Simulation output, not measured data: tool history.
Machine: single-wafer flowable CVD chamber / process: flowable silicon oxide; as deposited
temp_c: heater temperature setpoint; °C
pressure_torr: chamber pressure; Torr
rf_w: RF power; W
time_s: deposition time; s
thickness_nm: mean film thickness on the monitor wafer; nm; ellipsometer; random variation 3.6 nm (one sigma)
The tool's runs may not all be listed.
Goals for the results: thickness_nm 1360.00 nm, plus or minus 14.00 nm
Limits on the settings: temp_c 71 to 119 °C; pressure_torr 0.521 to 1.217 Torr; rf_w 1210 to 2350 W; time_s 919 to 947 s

Run 1, hour 0.0: temp_c 95 °C, pressure_torr 0.869 Torr, rf_w 1780 W, time_s 919 s. Result: thickness_nm 755.28 nm.
Run 2, hour 7.1: temp_c 92 °C, pressure_torr 0.869 Torr, rf_w 1780 W, time_s 919 s. Result: thickness_nm 824.89 nm.
Run 3, hour 15.0: temp_c 92 °C, pressure_torr 1.012 Torr, rf_w 1780 W, time_s 919 s. Result: thickness_nm 940.65 nm.
Run 4, hour 17.2: temp_c 92 °C, pressure_torr 1.012 Torr, rf_w 1780 W, time_s 919 s. Result: thickness_nm 944.05 nm.
Run 5, hour 18.9: temp_c 98 °C, pressure_torr 1.012 Torr, rf_w 1780 W, time_s 919 s. Result: thickness_nm 790.03 nm.
Run 6, hour 23.7: temp_c 98 °C, pressure_torr 0.883 Torr, rf_w 1780 W, time_s 919 s. Result: thickness_nm 704.61 nm.
Run 7, hour 30.2: temp_c 94 °C, pressure_torr 0.883 Torr, rf_w 1780 W, time_s 919 s. Result: thickness_nm 791.23 nm.
Run 8, hour 31.7: temp_c 91 °C, pressure_torr 0.883 Torr, rf_w 1780 W, time_s 919 s. Result: thickness_nm 866.54 nm.
Run 9, hour 33.5: temp_c 89 °C, pressure_torr 0.883 Torr, rf_w 1780 W, time_s 919 s. Result: thickness_nm 916.17 nm.
Run 10, hour 40.4: temp_c 87 °C, pressure_torr 0.883 Torr, rf_w 1780 W, time_s 919 s. Result: thickness_nm 969.08 nm.
Run 11, hour 47.5: temp_c 85 °C, pressure_torr 0.883 Torr, rf_w 1780 W, time_s 919 s. Result: thickness_nm 1016.10 nm.
Run 12, hour 51.3: temp_c 83 °C, pressure_torr 0.883 Torr, rf_w 1780 W, time_s 919 s. Result: thickness_nm 1076.40 nm.
Run 13, hour 56.2: temp_c 74 °C, pressure_torr 0.883 Torr, rf_w 1780 W, time_s 919 s. Result: thickness_nm 1337.80 nm.

Exercise: of the 5 proposed moves below, exactly one satisfies all targets within the stated allowed misses. Which move is it?
Run A, hour 61.1: temp_c 75 °C, pressure_torr 0.912 Torr, rf_w 1710 W, time_s 919 s. Result: thickness_nm ?.
Run B, hour 61.1: temp_c 80 °C, pressure_torr 1.023 Torr, rf_w 1820 W, time_s 947 s. Result: thickness_nm ?.
Run C, hour 61.1: temp_c 73 °C, pressure_torr 0.838 Torr, rf_w 1795 W, time_s 919 s. Result: thickness_nm ?.
Run D, hour 61.1: temp_c 76 °C, pressure_torr 0.903 Torr, rf_w 2050 W, time_s 947 s. Result: thickness_nm ?.
Run E, hour 61.1: temp_c 71 °C, pressure_torr 0.848 Torr, rf_w 1600 W, time_s 946 s. Result: thickness_nm ?.

move  thickness_nm
   A       1331.80
   B       1355.10
   C       1314.80
   D       1376.20
   E       1391.50
A: moves away from the targets compared with the last run
B: every result lands within tolerance
C: moves away from the targets compared with the last run
D: takes the biggest miss from the last run beyond its target
E: takes the biggest miss from the last run beyond its target
Go with B: it meets all targets.
